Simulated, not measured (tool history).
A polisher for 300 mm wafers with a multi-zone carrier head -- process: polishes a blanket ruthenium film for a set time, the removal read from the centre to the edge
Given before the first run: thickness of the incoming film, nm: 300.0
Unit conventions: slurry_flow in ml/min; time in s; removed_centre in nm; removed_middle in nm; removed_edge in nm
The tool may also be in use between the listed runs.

run	hour	slurry_flow	centre_zone	middle_zone	edge_zone	time	removed_centre	removed_middle	removed_edge
1	0.0	200	1.00	1.00	1.00	59	73.711	71.176	73.366
2	4.4	200	0.93	1.00	1.00	59	68.069	72.912	73.375
3	11.9	200	0.93	1.04	1.00	59	68.393	76.366	73.119
4	13.7	225	0.93	1.04	1.00	59	68.557	77.688	75.454
5	18.1	240	0.96	1.03	1.04	61	75.037	78.590	79.263
6	21.0	240	0.96	1.03	1.12	61	73.521	79.197	83.900
7	29.5	245	0.98	1.02	1.14	63	80.795	80.403	83.632
8	30.8	255	0.96	0.99	1.15	65	80.933	82.116	88.336
9	33.9	260	0.96	0.97	1.16	67	82.612	82.694	93.273

Run 10, settings as shown, results not yet in. Your forecast:
10	40.0	265	0.97	0.97	1.17	67	?	?	?

Run 10 produced removed_centre 84.236 nm, removed_middle 82.188 nm, removed_edge 93.053 nm.
